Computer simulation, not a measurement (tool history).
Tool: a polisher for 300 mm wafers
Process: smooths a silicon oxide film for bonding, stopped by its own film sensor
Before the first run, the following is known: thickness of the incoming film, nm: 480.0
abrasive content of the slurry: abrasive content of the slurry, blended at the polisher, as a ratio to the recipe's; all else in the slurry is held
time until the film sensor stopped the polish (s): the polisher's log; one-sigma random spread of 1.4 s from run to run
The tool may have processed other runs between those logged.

run    day  flow of slurry (ml/min)  pressure of the wafer on the pad (kPa)  speed of the pad under the wafer (cm/s)  abrasive content of the slurry  target thickness at which the film sensor stops the polish (nm)  time until the film sensor stopped the polish (s)
  1      0                      280                                    17.2                                       86                               1                                                              417                                             81.542
  2  0.046                      280                                    15.9                                       86                               1                                                              417                                             88.652
  3  0.342                      280                                    15.2                                       86                               1                                                              417                                             91.066
  4  0.683                      280                                    15.2                                       74                               1                                                              417                                             99.058
  5  0.717                      280                                    14.5                                       74                               1                                                              417                                             105.46
  6  1.071                      240                                    14.5                                       74                               1                                                              417                                             107.11
  7  1.412                      240                                    14.5                                       74                               1                                                              417                                             107.48
  8  1.554                      240                                     9.7                                       72                               1                                                              417                                              150.8

Run 9, settings as shown, results not yet in. Your forecast:
  9  1.729                      245                                     9.7                                       72                               1                                                              417                                                  ?

time until the film sensor stopped the polish (s): 150.39
